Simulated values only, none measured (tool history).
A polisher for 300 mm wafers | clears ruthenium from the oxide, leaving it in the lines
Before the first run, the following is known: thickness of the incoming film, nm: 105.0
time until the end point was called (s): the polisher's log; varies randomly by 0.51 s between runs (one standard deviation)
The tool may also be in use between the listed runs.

run	day	flow of slurry (ml/min)	pressure of the wafer on the pad (psi)	speed of the pad under the wafer (cm/s)	overpolish time after the end point (s)	time until the end point was called (s)
1	0.000	290	2.4	112	42	77.018
2	0.212	290	2.6	112	42	72.237
3	0.533	290	2.8	114	42	65.548
4	0.879	290	3.2	114	42	58.690
5	1.200	290	3.3	116	42	56.705
6	1.421	290	3.4	120	42	51.904

For run 7, what comes out?
7	1.696	290	3.5	122	42	?

{"run 7": {"time until the end point was called (s)": 49.765}}
